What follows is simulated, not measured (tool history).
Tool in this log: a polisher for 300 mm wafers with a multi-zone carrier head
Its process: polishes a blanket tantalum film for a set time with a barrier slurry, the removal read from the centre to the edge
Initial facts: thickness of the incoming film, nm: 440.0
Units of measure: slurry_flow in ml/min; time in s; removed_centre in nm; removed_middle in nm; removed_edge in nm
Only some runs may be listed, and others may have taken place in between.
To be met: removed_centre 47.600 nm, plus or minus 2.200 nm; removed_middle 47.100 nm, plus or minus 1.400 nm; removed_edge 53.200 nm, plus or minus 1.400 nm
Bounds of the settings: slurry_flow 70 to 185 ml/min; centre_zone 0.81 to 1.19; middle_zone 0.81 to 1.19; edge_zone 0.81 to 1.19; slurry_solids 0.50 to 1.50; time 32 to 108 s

| run | hour | slurry_flow | centre_zone | middle_zone | edge_zone | slurry_solids | time | removed_centre | removed_middle | removed_edge |
|---|---|---|---|---|---|---|---|---|---|---|
| 1 | 0.0 | 120 | 1.00 | 1.00 | 1.00 | 1.00 | 70 | 58.687 | 58.028 | 54.862 |
| 2 | 5.6 | 110 | 0.98 | 0.97 | 1.02 | 1.00 | 70 | 55.773 | 55.469 | 55.010 |
| 3 | 14.3 | 110 | 0.98 | 1.04 | 1.02 | 1.00 | 70 | 56.220 | 58.226 | 54.882 |
| 4 | 18.3 | 100 | 0.97 | 1.00 | 1.03 | 1.00 | 70 | 54.479 | 55.223 | 54.662 |
| 5 | 23.7 | 100 | 0.97 | 1.00 | 0.97 | 1.00 | 70 | 52.970 | 55.932 | 52.480 |
| 6 | 30.3 | 95 | 0.96 | 0.97 | 0.99 | 1.00 | 70 | 51.313 | 52.885 | 53.373 |
| 7 | 31.0 | 90 | 0.96 | 0.95 | 1.00 | 1.00 | 70 | 51.136 | 50.951 | 52.831 |
| 8 | 32.5 | 70 | 0.90 | 0.90 | 1.08 | 1.05 | 70 | 42.468 | 44.819 | 51.357 |
| 9 | 36.6 | 75 | 0.91 | 0.90 | 1.08 | 1.05 | 70 | 43.625 | 46.747 | 52.435 |

Which of these 4 next moves meets every target?
| A | 40.7 | 70 | 0.81 | 0.81 | 1.04 | 1.05 | 77 | ? | ? | ? |
| B | 40.7 | 75 | 0.92 | 0.89 | 1.03 | 1.30 | 69 | ? | ? | ? |
| C | 40.7 | 80 | 0.89 | 0.99 | 1.02 | 1.15 | 67 | ? | ? | ? |
| D | 40.7 | 70 | 0.84 | 0.88 | 1.13 | 1.05 | 73 | ? | ? | ? |

| move | removed_centre | removed_middle | removed_edge |
|---|---|---|---|
| A | 42.237 | 46.291 | 56.064 |
| B | 46.706 | 47.807 | 53.277 |
| C | 44.098 | 50.184 | 50.944 |
| D | 41.558 | 46.527 | 55.369 |
A: further off than the last run
B: meets every target
C: further off than the last run
D: further off than the last run
The move that meets every target is B.
